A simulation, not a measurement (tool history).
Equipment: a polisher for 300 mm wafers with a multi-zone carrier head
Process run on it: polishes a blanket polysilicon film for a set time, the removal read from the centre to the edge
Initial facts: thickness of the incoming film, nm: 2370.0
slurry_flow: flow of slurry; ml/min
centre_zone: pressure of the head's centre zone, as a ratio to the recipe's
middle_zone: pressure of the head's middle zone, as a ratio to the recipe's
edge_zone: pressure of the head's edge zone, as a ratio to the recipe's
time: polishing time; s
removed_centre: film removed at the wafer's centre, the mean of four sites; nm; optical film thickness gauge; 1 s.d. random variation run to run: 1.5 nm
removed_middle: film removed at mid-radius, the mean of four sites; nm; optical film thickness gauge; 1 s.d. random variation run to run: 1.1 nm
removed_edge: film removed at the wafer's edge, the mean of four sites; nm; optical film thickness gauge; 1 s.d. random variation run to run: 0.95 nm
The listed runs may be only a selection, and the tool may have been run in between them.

run,hour,slurry_flow,centre_zone,middle_zone,edge_zone,time,removed_centre,removed_middle,removed_edge
1,0.0,200,1.00,1.00,1.00,46,238.79,238.26,236.84
2,1.3,200,1.00,1.05,1.00,46,232.99,247.07,235.15
3,1.9,200,1.00,1.05,0.95,46,233.09,245.79,232.30
4,6.2,200,1.08,1.05,0.95,46,248.87,252.03,226.24
5,6.7,200,1.08,1.05,0.95,52,279.43,277.98,260.84
6,7.2,185,1.05,1.03,0.93,47,242.59,247.93,228.78
7,13.1,175,1.03,1.01,0.92,43,218.58,217.54,209.32
8,16.7,130,0.93,1.07,0.82,30,138.31,151.59,135.22

Run 9 comes next. What will it give?
9,19.6,130,0.92,1.06,0.82,29,?,?,?

For run 9 the tool returned removed_centre 130.03 nm, removed_middle 148.37 nm, removed_edge 130.65 nm.
